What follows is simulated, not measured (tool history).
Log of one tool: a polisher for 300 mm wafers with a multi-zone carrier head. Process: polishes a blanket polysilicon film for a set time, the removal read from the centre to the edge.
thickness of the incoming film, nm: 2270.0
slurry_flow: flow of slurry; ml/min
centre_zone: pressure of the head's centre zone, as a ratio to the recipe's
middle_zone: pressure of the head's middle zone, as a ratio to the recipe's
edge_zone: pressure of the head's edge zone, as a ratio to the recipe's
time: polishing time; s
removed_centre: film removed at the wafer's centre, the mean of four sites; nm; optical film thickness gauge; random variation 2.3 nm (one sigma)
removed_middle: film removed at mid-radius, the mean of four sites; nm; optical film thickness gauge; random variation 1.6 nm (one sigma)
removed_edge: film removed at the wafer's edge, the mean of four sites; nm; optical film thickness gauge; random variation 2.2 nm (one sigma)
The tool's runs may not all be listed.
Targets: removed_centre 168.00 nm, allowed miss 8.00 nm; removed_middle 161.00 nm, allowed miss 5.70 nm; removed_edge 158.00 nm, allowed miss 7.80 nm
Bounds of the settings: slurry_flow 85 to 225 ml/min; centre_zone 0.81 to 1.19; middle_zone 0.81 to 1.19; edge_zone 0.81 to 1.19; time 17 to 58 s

run  hour  slurry_flow  centre_zone  middle_zone  edge_zone  time  removed_centre  removed_middle  removed_edge
  1   0.0          145         1.00         1.00       1.00    37          270.08          278.16        266.08
  2   5.8          145         1.00         0.99       0.99    35          254.25          262.98        249.67
  3   7.2          120         1.00         0.99       0.99    35          248.58          252.89        253.00
  4  11.7          120         1.00         0.99       0.99    31          225.04          224.91        222.67
  5  16.9          125         1.00         0.98       0.98    30          218.56          217.35        215.01
  6  18.4          145         1.00         0.98       0.98    30          227.00          221.38        220.41
  7  25.5          145         1.00         0.98       0.97    29          216.32          213.09        205.12
  8  29.5          145         0.99         0.97       0.96    28          205.82          206.36        197.29

Which of these 5 next moves meets every target?
  A  33.5          160         1.01         0.94       0.93    22               ?               ?             ?
  B  33.5          160         1.01         0.94       0.92    25               ?               ?             ?
  C  33.5          110         0.93         0.85       1.05    25               ?               ?             ?
  D  33.5          160         0.97         0.99       0.86    23               ?               ?             ?
  E  33.5          125         0.91         0.91       0.99    25               ?               ?             ?

move  removed_centre  removed_middle  removed_edge
   A          166.65          160.09        157.72
   B          189.38          181.92        178.33
   C          165.55          160.06        184.24
   D          167.33          174.86        158.99
   E          164.90          172.02        180.86
A: meets every target
B: nearer than the last run, and not there yet
C: brings the result that was furthest off to its target, and leaves another outside
D: nearer than the last run, and not there yet
E: nearer than the last run, and not there yet
The right move is A.

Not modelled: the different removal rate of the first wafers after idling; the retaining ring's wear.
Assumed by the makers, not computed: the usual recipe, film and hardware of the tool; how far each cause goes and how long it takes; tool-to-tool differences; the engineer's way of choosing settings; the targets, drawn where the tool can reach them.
